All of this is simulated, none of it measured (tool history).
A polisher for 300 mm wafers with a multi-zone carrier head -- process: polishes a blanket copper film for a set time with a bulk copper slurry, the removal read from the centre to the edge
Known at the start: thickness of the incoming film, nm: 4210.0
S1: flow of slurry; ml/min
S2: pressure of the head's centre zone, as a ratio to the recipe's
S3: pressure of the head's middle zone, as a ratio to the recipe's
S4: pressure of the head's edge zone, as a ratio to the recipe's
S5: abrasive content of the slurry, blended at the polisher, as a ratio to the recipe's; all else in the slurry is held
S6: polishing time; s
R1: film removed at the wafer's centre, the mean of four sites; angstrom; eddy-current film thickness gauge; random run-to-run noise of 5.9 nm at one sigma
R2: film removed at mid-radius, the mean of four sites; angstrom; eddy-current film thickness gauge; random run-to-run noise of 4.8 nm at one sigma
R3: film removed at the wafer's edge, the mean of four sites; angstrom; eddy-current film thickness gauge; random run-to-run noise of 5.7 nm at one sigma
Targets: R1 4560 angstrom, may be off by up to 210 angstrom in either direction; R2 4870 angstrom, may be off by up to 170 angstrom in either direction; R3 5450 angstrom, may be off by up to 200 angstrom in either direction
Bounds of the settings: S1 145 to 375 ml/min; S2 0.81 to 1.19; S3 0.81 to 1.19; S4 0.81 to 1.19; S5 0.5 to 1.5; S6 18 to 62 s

run,hour,S1,S2,S3,S4,S5,S6,R1,R2,R3
1,0,240,1,1,1,1,40,3809.4,3756.3,3844.1
2,4,240,1.05,1,1,1,40,4011.5,3766.7,3836.4
3,11.8,240,1.05,1,1,0.85,40,3925.7,3652.5,3717.3
4,15.1,240,1.05,1,1,1.05,40,4122,3796.5,3903
5,21.1,300,1.05,1,1,1.05,40,4150.4,3873.4,3966.3
6,23.4,300,1.05,1,1,1.05,35,3750.8,3457.9,3436.7
7,29,295,1.02,1,1.02,1.15,38,3915.9,3820.2,3914.8
8,36.3,295,1.01,1,1.05,1.25,39,4151.7,3982.2,4139.5
9,44,295,0.98,1,1.07,1.3,40,4052.6,4122.5,4338.9
10,48.5,295,0.97,1,1.09,1.35,41,4186.7,4268.7,4567.5

Next run, 5 choices. One meets every target within its allowed miss, the rest don't. Which?
A,53,275,0.93,0.92,1.13,1.3,38,?,?,?
B,53,280,1.03,0.97,1.14,1.4,45,?,?,?
C,53,275,0.81,0.83,1.19,1.3,50,?,?,?
D,53,305,0.92,0.99,1.19,1.45,46,?,?,?
E,53,165,0.98,0.83,1.11,1,44,?,?,?

move,R1,R2,R3
A,3691.7,3621.3,4199
B,4941.9,4552.4,5084.2
C,4223,4406,5680.3
D,4603.2,4823.5,5399.5
E,3847.3,3349.3,4276.5
A: its largest miss is bigger than the last run's
B: gains on the last run, yet a result remains outside its allowed miss
C: moves the result that the last run missed by most past its target, out the other side
D: every result within its allowed miss
E: its largest miss is bigger than the last run's
Move D is the one to make.

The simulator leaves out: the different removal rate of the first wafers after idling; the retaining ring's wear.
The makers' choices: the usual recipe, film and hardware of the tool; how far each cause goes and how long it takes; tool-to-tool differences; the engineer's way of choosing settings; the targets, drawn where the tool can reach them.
